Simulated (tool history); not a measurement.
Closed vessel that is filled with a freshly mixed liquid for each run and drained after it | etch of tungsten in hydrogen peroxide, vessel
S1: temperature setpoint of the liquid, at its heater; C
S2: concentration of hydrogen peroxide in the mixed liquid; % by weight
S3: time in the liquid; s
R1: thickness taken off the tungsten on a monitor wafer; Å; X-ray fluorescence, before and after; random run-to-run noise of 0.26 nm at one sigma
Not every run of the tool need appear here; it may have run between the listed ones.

run,hour,S1,S2,S3,R1
1,0,53,17,30,390.15
2,4.5,53.5,17,30,402.4
3,10,49,17,30,305.27
4,11.5,53,17,30,389.56
5,18.9,53,15,30,363.09
6,27.5,53.5,15,30,377.31
7,34.6,54,15,30,390.13

Run 8 has not been measured yet. What should we expect?
8,38.7,54.5,15,30,?

R1: 396.95 Å
